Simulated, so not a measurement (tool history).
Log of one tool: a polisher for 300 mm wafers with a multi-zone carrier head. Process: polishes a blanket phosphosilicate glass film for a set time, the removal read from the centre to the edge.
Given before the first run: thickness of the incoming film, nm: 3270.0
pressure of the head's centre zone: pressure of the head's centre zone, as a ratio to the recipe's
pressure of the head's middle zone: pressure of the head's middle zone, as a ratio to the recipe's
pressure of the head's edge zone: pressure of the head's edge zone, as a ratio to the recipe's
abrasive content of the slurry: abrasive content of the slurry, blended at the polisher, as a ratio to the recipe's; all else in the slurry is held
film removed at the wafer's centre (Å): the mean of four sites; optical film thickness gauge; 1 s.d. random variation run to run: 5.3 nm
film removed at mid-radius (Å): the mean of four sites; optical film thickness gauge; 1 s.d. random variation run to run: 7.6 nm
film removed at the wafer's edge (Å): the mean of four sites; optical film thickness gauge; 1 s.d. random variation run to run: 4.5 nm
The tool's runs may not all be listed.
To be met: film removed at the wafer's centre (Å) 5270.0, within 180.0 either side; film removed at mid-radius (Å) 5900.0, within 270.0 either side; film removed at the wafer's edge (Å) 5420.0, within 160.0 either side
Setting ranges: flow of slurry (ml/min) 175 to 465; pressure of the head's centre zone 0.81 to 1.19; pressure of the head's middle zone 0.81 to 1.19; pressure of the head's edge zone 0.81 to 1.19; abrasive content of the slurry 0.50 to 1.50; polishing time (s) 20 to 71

run	hour	flow of slurry (ml/min)	pressure of the head's centre zone	pressure of the head's middle zone	pressure of the head's edge zone	abrasive content of the slurry	polishing time (s)	film removed at the wafer's centre (Å)	film removed at mid-radius (Å)	film removed at the wafer's edge (Å)
1	0.0	295	1.00	1.00	1.00	1.00	45	4506.2	4704.0	4590.1
2	6.4	330	1.00	1.00	1.00	1.00	45	4508.4	4692.2	4599.4
3	11.6	330	1.00	1.00	1.00	1.00	54	5393.2	5627.2	5469.2
4	17.4	330	1.00	1.00	1.00	1.00	63	6337.3	6482.1	6448.3
5	22.1	330	0.99	1.00	0.98	0.95	63	6247.1	6504.1	6192.7
6	25.6	330	0.99	1.07	0.98	0.95	63	6206.1	6891.5	6303.1
7	32.2	330	0.97	1.05	0.96	0.95	63	6052.5	6685.2	6168.8
8	36.8	330	0.95	1.04	0.94	0.95	63	5955.0	6645.2	6170.1

Next run, 4 choices. One meets every target within its allowed miss, the rest don't. Which?
A	41.4	260	1.12	0.90	0.85	0.90	66	?	?	?
B	41.4	465	1.14	1.06	0.91	1.00	60	?	?	?
C	41.4	355	0.89	1.19	0.97	0.95	55	?	?	?
D	41.4	320	0.95	1.04	0.93	0.85	58	?	?	?

move	film removed at the wafer's centre (Å)	film removed at mid-radius (Å)	film removed at the wafer's edge (Å)
A	7038.9	5982.6	5900.2
B	7100.5	6759.5	5909.5
C	4897.6	6623.2	5410.1
D	5292.7	5980.6	5399.8
A: further off than the last run
B: further off than the last run
C: corrects the largest miss of the last run, while another result sits out of spec
D: meets every target
Correct choice: D, which meets every target

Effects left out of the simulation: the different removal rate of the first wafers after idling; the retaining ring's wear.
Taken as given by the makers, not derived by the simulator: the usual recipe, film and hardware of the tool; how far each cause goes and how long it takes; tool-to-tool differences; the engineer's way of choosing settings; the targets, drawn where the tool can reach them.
